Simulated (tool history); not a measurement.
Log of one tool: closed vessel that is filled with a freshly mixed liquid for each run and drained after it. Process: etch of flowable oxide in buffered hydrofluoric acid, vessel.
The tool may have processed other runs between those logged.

run,hour,temperature setpoint of the liquid (K),parts of 40 % ammonium fluoride to one part of 49 % hydrofluoric acid (parts by volume),time in the liquid (s),thickness taken off the flowable oxide on a monitor wafer (nm)
1,0,296.15,23.5,30,27.204
2,7.1,296.15,23.5,30,27.028
3,11.3,299.15,23.5,30,32.003
4,12.9,299.15,20,30,36.366
5,15.3,299.15,14,30,50.578
6,24,298.15,14,30,48.235

The next listed run, before its measurement:
7,24.9,297.15,14,30,?

{"run 7": {"thickness taken off the flowable oxide on a monitor wafer (nm)": 45.096}}

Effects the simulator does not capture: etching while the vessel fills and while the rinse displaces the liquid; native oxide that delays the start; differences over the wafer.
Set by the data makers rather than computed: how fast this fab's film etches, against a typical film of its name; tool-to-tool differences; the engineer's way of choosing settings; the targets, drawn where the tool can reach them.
